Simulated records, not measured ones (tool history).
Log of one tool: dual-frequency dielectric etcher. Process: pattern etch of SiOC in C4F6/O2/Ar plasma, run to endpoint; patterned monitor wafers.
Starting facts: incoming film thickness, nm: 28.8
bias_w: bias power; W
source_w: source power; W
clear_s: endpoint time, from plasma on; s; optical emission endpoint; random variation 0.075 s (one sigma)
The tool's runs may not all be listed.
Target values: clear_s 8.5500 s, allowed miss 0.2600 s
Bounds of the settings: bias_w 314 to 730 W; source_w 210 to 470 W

Run 1, hour 0.0: bias_w 522 W, source_w 340 W. Result: clear_s 9.5787 s.
Run 2, hour 4.4: bias_w 546 W, source_w 350 W. Result: clear_s 9.4214 s.
Run 3, hour 6.0: bias_w 546 W, source_w 310 W. Result: clear_s 9.8270 s.
Run 4, hour 8.0: bias_w 456 W, source_w 310 W. Result: clear_s 10.1900 s.
Run 5, hour 15.3: bias_w 456 W, source_w 330 W. Result: clear_s 10.0910 s.
Run 6, hour 20.2: bias_w 542 W, source_w 330 W. Result: clear_s 9.7366 s.
Run 7, hour 21.7: bias_w 562 W, source_w 350 W. Result: clear_s 9.2842 s.
Run 8, hour 27.6: bias_w 562 W, source_w 350 W. Result: clear_s 9.4437 s.
Run 9, hour 33.6: bias_w 583 W, source_w 360 W. Result: clear_s 9.1310 s.
Run 10, hour 39.1: bias_w 597 W, source_w 370 W. Result: clear_s 9.1285 s.

Pick the move, out of 5, that brings all results within their allowed miss; only one does.
Run A, hour 44.6: bias_w 420 W, source_w 350 W. Result: clear_s ?.
Run B, hour 44.6: bias_w 633 W, source_w 390 W. Result: clear_s ?.
Run C, hour 44.6: bias_w 542 W, source_w 320 W. Result: clear_s ?.
Run D, hour 44.6: bias_w 562 W, source_w 300 W. Result: clear_s ?.
Run E, hour 44.6: bias_w 515 W, source_w 320 W. Result: clear_s ?.

move  clear_s
   A  10.0650
   B   8.5428
   C   9.6277
   D   9.7386
   E   9.7812
A: moves away from the targets compared with the last run
B: all results in spec
C: moves away from the targets compared with the last run
D: moves away from the targets compared with the last run
E: moves away from the targets compared with the last run
The right move is B.
